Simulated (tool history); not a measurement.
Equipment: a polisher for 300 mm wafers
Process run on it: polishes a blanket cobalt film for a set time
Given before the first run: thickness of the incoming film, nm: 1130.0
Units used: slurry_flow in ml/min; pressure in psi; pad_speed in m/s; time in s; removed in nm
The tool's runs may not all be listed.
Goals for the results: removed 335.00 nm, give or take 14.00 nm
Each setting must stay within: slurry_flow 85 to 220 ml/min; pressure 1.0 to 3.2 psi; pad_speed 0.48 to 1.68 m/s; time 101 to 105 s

run    day  slurry_flow  pressure  pad_speed  time  removed
  1  0.000          140       2.1       1.08   101   514.22
  2  0.288          140       2.0       1.08   101   483.43
  3  0.358          140       2.0       0.88   101   419.56
  4  0.542          140       2.0       0.88   101   413.86
  5  0.738          140       2.0       1.00   101   475.69
  6  0.792          165       2.0       1.00   101   487.44
  7  0.962          160       1.9       1.00   101   452.74
  8  1.179          155       1.8       1.00   101   422.51
  9  1.258          150       1.7       1.00   101   404.71
 10  1.492          145       1.6       1.00   101   380.43

Below are 4 possible settings for the next run. Only one of them brings all results inside the allowed miss of their targets. Which is it?
  A  1.725          140       1.3       1.20   105        ?
  B  1.725           85       1.7       1.06   101        ?
  C  1.725          135       1.5       0.90   104        ?
  D  1.725          155       2.0       0.74   101        ?

move  removed
   A   369.70
   B   364.14
   C   334.50
   D   382.77
A: an improvement on the last run, though not all results are within tolerance
B: an improvement on the last run, though not all results are within tolerance
C: meets every target
D: the biggest miss grows against the last run
C meets every target.

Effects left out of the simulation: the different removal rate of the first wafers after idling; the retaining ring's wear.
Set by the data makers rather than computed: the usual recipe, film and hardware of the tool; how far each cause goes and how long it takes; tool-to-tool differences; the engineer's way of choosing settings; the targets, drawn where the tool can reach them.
